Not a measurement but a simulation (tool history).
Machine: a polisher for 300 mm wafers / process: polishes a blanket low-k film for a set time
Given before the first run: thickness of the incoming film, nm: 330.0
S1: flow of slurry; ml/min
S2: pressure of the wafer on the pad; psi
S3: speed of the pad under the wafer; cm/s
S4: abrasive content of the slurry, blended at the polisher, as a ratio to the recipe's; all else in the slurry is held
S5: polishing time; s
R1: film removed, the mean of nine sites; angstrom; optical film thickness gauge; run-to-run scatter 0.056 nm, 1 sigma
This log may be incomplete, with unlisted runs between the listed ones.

Run 1, day 0.000: S1 130 ml/min, S2 1.4 psi, S3 102 cm/s, S4 1.0, S5 35 s. Result: R1 91.048 angstrom.
Run 2, day 0.079: S1 125 ml/min, S2 1.2 psi, S3 102 cm/s, S4 1.0, S5 35 s. Result: R1 77.282 angstrom.
Run 3, day 0.175: S1 125 ml/min, S2 1.2 psi, S3 112 cm/s, S4 1.0, S5 35 s. Result: R1 82.768 angstrom.
Run 4, day 0.242: S1 120 ml/min, S2 1.1 psi, S3 112 cm/s, S4 1.0, S5 35 s. Result: R1 76.770 angstrom.
Run 5, day 0.575: S1 120 ml/min, S2 1.1 psi, S3 112 cm/s, S4 1.1, S5 35 s. Result: R1 79.015 angstrom.
Run 6, day 0.696: S1 115 ml/min, S2 1.0 psi, S3 112 cm/s, S4 1.1, S5 35 s. Result: R1 71.642 angstrom.
Run 7, day 0.954: S1 110 ml/min, S2 0.9 psi, S3 112 cm/s, S4 1.1, S5 35 s. Result: R1 64.045 angstrom.
Run 8, day 1.229: S1 105 ml/min, S2 0.9 psi, S3 112 cm/s, S4 1.1, S5 35 s. Result: R1 62.726 angstrom.

Predict the results of run 9:
Run 9, day 1.396: S1 100 ml/min, S2 0.9 psi, S3 112 cm/s, S4 1.1, S5 35 s. Result: R1 ?.

{"run 9": {"R1": 62.423}}
